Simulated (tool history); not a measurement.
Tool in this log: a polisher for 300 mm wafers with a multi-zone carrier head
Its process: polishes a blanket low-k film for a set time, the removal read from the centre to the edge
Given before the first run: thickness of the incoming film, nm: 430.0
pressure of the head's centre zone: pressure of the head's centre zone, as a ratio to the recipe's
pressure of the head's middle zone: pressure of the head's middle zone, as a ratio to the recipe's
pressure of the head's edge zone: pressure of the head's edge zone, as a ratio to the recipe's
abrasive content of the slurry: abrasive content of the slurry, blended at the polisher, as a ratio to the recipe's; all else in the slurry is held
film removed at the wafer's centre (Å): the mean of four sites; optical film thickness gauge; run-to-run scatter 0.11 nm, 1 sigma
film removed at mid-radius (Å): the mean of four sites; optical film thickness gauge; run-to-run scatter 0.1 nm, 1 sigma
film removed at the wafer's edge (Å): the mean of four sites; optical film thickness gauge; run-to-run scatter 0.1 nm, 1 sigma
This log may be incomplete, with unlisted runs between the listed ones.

| run | hour | flow of slurry (ml/min) | pressure of the head's centre zone | pressure of the head's middle zone | pressure of the head's edge zone | abrasive content of the slurry | polishing time (s) | film removed at the wafer's centre (Å) | film removed at mid-radius (Å) | film removed at the wafer's edge (Å) |
|---|---|---|---|---|---|---|---|---|---|---|
| 1 | 0.0 | 305 | 1.00 | 1.00 | 1.00 | 1.00 | 63 | 174.05 | 171.95 | 182.41 |
| 2 | 5.4 | 240 | 1.00 | 1.00 | 1.00 | 1.00 | 63 | 171.91 | 172.04 | 180.52 |
| 3 | 8.4 | 240 | 1.00 | 0.93 | 1.00 | 1.00 | 63 | 169.59 | 161.45 | 177.02 |
| 4 | 14.7 | 240 | 1.00 | 0.93 | 1.00 | 1.00 | 53 | 144.28 | 131.46 | 151.89 |
| 5 | 18.1 | 240 | 1.00 | 0.93 | 1.00 | 1.10 | 53 | 147.50 | 136.45 | 155.76 |
| 6 | 22.4 | 240 | 1.00 | 1.02 | 1.00 | 1.10 | 53 | 149.51 | 149.27 | 157.01 |
| 7 | 25.4 | 245 | 0.97 | 0.98 | 1.01 | 1.05 | 53 | 140.72 | 142.05 | 153.79 |
| 8 | 30.8 | 250 | 0.95 | 0.95 | 1.03 | 1.00 | 53 | 137.54 | 134.76 | 154.28 |
| 9 | 32.8 | 250 | 0.93 | 0.92 | 1.03 | 1.00 | 53 | 136.76 | 131.41 | 153.66 |
| 10 | 39.5 | 245 | 0.90 | 0.90 | 1.04 | 0.95 | 53 | 130.17 | 128.83 | 152.12 |
|  | 42.1 | slurry nozzle cleaned |
| 11 | 42.1 | 245 | 0.89 | 0.88 | 1.05 | 0.90 | 53 | 132.23 | 129.29 | 154.93 |
| 12 | 44.3 | 200 | 0.81 | 0.81 | 1.08 | 0.65 | 51 | 104.47 | 104.22 | 136.85 |
| 13 | 49.5 | 220 | 0.82 | 0.82 | 1.09 | 0.65 | 51 | 107.00 | 106.64 | 139.17 |

What will run 14 give?
| 14 | 51.2 | 240 | 0.83 | 0.83 | 1.09 | 0.65 | 51 | ? | ? | ? |

film removed at the wafer's centre (Å): 110.78
film removed at mid-radius (Å): 109.57
film removed at the wafer's edge (Å): 138.59
